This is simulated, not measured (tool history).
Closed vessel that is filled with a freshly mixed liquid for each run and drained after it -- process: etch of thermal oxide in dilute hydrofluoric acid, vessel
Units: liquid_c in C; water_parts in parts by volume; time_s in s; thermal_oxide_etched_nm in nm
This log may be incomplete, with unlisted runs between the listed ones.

run,day,liquid_c,water_parts,time_s,thermal_oxide_etched_nm
1,0.000,20.0,65,910,53.817
2,0.354,22.5,65,910,59.308
3,0.388,22.5,55,910,71.520
4,0.496,22.5,55,910,71.325
5,0.838,22.5,55,980,76.235
6,1.179,22.5,70,980,58.759
7,1.408,24.5,65,980,69.261
8,1.675,25.5,65,980,72.341
9,1.900,26.5,65,980,74.862
10,1.979,26.5,65,980,75.260
11,2.125,27.0,65,980,77.101

Predict the results of run 12:
12,2.204,27.5,65,980,?

thermal_oxide_etched_nm: 78.645 nm

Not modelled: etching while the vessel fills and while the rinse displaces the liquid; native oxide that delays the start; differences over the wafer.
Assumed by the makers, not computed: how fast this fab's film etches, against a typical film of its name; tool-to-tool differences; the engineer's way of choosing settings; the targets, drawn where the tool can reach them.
